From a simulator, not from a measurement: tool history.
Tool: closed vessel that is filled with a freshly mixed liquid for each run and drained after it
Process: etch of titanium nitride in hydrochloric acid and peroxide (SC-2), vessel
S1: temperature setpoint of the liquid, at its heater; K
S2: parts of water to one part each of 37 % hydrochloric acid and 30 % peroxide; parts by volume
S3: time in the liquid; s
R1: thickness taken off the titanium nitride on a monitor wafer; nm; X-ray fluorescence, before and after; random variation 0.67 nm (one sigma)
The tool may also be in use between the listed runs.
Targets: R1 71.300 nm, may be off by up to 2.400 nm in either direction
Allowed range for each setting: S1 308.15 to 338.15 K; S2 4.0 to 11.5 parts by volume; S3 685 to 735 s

| run | hour | S1 | S2 | S3 | R1 |
|---|---|---|---|---|---|
| 1 | 0.0 | 322.15 | 6.5 | 685 | 27.185 |
| 2 | 2.7 | 316.15 | 6.5 | 685 | 18.322 |
| 3 | 9.0 | 322.15 | 6.5 | 685 | 27.309 |
| 4 | 15.6 | 325.65 | 6.5 | 685 | 35.294 |
| 5 | 19.7 | 320.15 | 6.5 | 685 | 24.190 |
| 6 | 27.2 | 314.65 | 6.5 | 685 | 16.396 |
| 7 | 31.4 | 319.65 | 6.5 | 685 | 23.532 |
| 8 | 38.1 | 323.65 | 6.5 | 685 | 30.263 |
| 9 | 42.4 | 326.65 | 6.5 | 685 | 37.049 |
| 10 | 50.6 | 326.65 | 6.5 | 685 | 36.568 |
| 11 | 53.3 | 329.15 | 6.5 | 685 | 43.627 |
| 12 | 60.8 | 330.65 | 6.5 | 685 | 48.473 |
| 13 | 61.5 | 332.15 | 6.5 | 685 | 52.678 |
| 14 | 67.2 | 337.65 | 6.5 | 685 | 74.380 |

Pick the move, out of 4, that brings all results within their allowed miss; only one does.
| A | 72.9 | 337.65 | 6.5 | 715 | ? |
| B | 72.9 | 338.15 | 7.0 | 730 | ? |
| C | 72.9 | 338.15 | 7.0 | 725 | ? |
| D | 72.9 | 334.65 | 5.5 | 700 | ? |

| move | R1 |
|---|---|
| A | 78.754 |
| B | 78.290 |
| C | 77.754 |
| D | 72.633 |
A: moves away from the targets compared with the last run
B: moves away from the targets compared with the last run
C: moves away from the targets compared with the last run
D: in spec on every target
The move that meets every target is D.
